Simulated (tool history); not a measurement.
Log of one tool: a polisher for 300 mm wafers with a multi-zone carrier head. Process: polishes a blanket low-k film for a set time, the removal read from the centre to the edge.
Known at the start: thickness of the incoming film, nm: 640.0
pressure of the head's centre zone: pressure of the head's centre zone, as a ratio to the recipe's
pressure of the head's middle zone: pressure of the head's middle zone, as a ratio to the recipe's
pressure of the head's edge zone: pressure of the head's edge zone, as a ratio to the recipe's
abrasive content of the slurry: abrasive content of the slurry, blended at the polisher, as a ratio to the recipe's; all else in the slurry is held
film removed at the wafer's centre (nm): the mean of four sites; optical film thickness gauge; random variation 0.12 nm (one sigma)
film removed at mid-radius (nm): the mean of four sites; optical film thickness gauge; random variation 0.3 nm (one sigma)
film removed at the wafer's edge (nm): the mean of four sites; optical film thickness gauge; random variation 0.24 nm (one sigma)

run,hour,flow of slurry (ml/min),pressure of the head's centre zone,pressure of the head's middle zone,pressure of the head's edge zone,abrasive content of the slurry,polishing time (s),film removed at the wafer's centre (nm),film removed at mid-radius (nm),film removed at the wafer's edge (nm)
1,0,240,1,1,1,1,65,31.741,36.458,36.959
2,1.1,240,0.99,0.98,0.98,0.9,63,28.26,32.244,34.191
3,5.2,240,0.99,1.02,0.98,0.9,63,28.504,33.212,33.699
4,6.4,240,0.99,1.06,0.98,0.9,63,28.285,33.79,33.593
5,8.1,240,0.99,1.05,0.96,0.85,61,26.296,31.74,30.656
6,12.4,240,0.99,1.02,0.94,0.8,60,24.6,29.26,28.628
7,16.9,235,0.99,0.98,0.92,0.75,60,23.243,25.805,27.01
# hour 25.2: centre zone pressure recalibrated
8,25.2,230,0.94,0.95,0.82,0.5,59,14.875,15.503,14.995
9,30.7,235,0.96,0.96,0.86,0.5,57,14.597,15.292,14.761
10,38.3,225,0.99,0.97,0.91,0.5,56,14.77,15.186,15.201
11,41.5,240,1,0.98,0.96,0.5,56,15.061,15.323,15.491
12,44.2,225,1.02,1,0.99,0.55,55,17.184,17.218,17.666
13,48,220,1.01,1.01,1.02,0.55,54,16.87,16.809,17.328

Run 14 comes next. What will it give?
14,54.7,220,1.01,1.01,1.02,0.55,54,?,?,?

{"run 14": {"film removed at the wafer's centre (nm)": 16.756, "film removed at mid-radius (nm)": 16.852, "film removed at the wafer's edge (nm)": 17.513}}
